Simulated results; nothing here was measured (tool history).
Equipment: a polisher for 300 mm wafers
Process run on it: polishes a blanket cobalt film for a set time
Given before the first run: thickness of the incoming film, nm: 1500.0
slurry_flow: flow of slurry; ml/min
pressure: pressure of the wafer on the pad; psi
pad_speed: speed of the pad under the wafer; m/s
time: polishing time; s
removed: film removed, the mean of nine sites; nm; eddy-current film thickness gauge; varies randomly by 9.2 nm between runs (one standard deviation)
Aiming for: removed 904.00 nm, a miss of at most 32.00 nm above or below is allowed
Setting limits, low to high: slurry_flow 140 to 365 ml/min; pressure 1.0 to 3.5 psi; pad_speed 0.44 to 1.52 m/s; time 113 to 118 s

run  hour  slurry_flow  pressure  pad_speed  time  removed
  1   0.0          235       2.2       0.98   113   610.61
  2   4.5          235       2.4       0.98   113   656.22
  3   5.8          235       2.4       0.98   113   661.81
  4  13.8          200       2.4       0.98   113   634.63
  5  17.7          220       2.6       0.98   113   705.80
  6  19.4          220       2.1       0.98   113   588.46
  7  27.4          225       2.7       1.00   113   725.77
  8  33.6          230       2.9       1.00   113   780.83
     37.8  -- worn pad replaced by a new one
  9  37.8          230       2.9       1.00   113   847.69
 10  44.0          240       2.9       1.00   113   852.52
 11  49.7          245       2.9       1.00   113   831.82

Which of these 4 next moves meets every target?
  A  55.4          230       2.7       1.20   118        ?
  B  55.4          275       2.9       1.06   118        ?
  C  55.4          190       2.5       1.12   117        ?
  D  55.4          210       3.3       0.94   115        ?

move  removed
   A  1005.00
   B   965.10
   C   851.49
   D   907.08
A: moves the result that the last run missed by most past its target, out the other side
B: moves the result that the last run missed by most past its target, out the other side
C: better than the last run, though not everything is in spec
D: all results land within tolerance of their targets
The move that meets every target is D.

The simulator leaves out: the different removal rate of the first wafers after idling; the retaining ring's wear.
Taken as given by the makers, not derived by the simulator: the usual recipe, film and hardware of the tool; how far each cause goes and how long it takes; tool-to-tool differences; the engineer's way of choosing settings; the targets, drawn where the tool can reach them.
